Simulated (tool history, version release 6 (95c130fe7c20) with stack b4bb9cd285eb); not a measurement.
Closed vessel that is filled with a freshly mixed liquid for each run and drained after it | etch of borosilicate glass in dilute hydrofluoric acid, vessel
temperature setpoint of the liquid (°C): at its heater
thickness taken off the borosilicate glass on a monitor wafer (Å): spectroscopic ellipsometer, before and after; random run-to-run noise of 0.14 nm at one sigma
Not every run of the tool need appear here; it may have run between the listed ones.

run  hour  temperature setpoint of the liquid (°C)  parts of water to one part of 49 % hydrofluoric acid (parts by volume)  time in the liquid (s)  thickness taken off the borosilicate glass on a monitor wafer (Å)
  1   0.0                                     20.0                                                                     125                     100                                                             183.72
  2   0.9                                     20.0                                                                     125                      80                                                             148.20
  3   7.5                                     20.0                                                                     165                      80                                                             107.53
  4  14.7                                     21.5                                                                     165                      80                                                             114.03
  5  18.5                                     21.5                                                                     150                      80                                                             126.81
  6  22.5                                     22.5                                                                     130                      80                                                             156.21
  7  24.6                                     23.0                                                                     115                      80                                                             183.20

Expected results for the next run?
  8  28.7                                     23.5                                                                     105                      80                                                                  ?

{"run 8": {"thickness taken off the borosilicate glass on a monitor wafer (Å)": 207.73}}

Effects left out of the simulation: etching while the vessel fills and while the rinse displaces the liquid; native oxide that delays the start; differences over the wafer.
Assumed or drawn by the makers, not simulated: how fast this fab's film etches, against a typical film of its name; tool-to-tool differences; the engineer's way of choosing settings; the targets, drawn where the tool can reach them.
